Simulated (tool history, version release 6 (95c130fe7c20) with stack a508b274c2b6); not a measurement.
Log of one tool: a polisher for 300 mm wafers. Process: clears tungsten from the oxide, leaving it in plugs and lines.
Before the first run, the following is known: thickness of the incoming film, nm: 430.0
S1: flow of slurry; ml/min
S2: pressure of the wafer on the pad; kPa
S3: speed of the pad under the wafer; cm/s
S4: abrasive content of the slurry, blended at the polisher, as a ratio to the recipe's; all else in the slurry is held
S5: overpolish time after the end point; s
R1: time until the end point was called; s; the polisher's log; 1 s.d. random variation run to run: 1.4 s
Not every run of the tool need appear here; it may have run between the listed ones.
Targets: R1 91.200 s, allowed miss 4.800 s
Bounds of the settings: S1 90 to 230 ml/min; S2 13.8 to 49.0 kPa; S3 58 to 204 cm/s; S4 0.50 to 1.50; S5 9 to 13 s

| run | hour | S1 | S2 | S3 | S4 | S5 | R1 |
|---|---|---|---|---|---|---|---|
| 1 | 0.0 | 150 | 31.0 | 130 | 1.00 | 13 | 63.000 |
| 2 | 5.4 | 150 | 31.0 | 130 | 1.00 | 9 | 63.415 |
| 3 | 12.2 | 150 | 31.0 | 130 | 1.00 | 9 | 62.734 |
| 4 | 16.4 | 150 | 29.6 | 130 | 1.00 | 9 | 66.214 |
| 5 | 22.2 | 150 | 29.0 | 130 | 1.00 | 9 | 67.571 |
| 6 | 23.4 | 150 | 28.3 | 130 | 1.00 | 9 | 71.439 |
| 7 | 29.1 | 150 | 27.6 | 130 | 1.00 | 9 | 73.084 |
| 8 | 34.6 | 150 | 26.9 | 130 | 1.00 | 9 | 73.566 |
| 9 | 39.8 | 150 | 26.2 | 130 | 1.00 | 9 | 74.392 |
| 10 | 47.3 | 150 | 25.5 | 130 | 1.00 | 9 | 76.457 |
| 11 | 52.4 | 150 | 24.8 | 130 | 1.00 | 9 | 79.538 |
| 12 | 56.2 | 150 | 24.8 | 130 | 1.00 | 9 | 78.516 |
| 13 | 61.2 | 150 | 24.1 | 130 | 1.00 | 9 | 81.243 |

5 candidate next runs follow, results not yet known. Just one meets every target within its allowed miss. Identify it.
| A | 66.2 | 140 | 17.9 | 140 | 1.10 | 13 | ? |
| B | 66.2 | 170 | 26.2 | 134 | 0.85 | 13 | ? |
| C | 66.2 | 120 | 26.2 | 148 | 0.85 | 11 | ? |
| D | 66.2 | 175 | 29.0 | 114 | 1.00 | 13 | ? |
| E | 66.2 | 150 | 23.4 | 114 | 1.00 | 9 | ? |

| move | R1 |
|---|---|
| A | 97.259 |
| B | 74.229 |
| C | 71.325 |
| D | 72.880 |
| E | 91.013 |
A: moves the result that the last run missed by most past its target, out the other side
B: its largest miss is bigger than the last run's
C: its largest miss is bigger than the last run's
D: its largest miss is bigger than the last run's
E: meets every target
Correct choice: E, which meets every target

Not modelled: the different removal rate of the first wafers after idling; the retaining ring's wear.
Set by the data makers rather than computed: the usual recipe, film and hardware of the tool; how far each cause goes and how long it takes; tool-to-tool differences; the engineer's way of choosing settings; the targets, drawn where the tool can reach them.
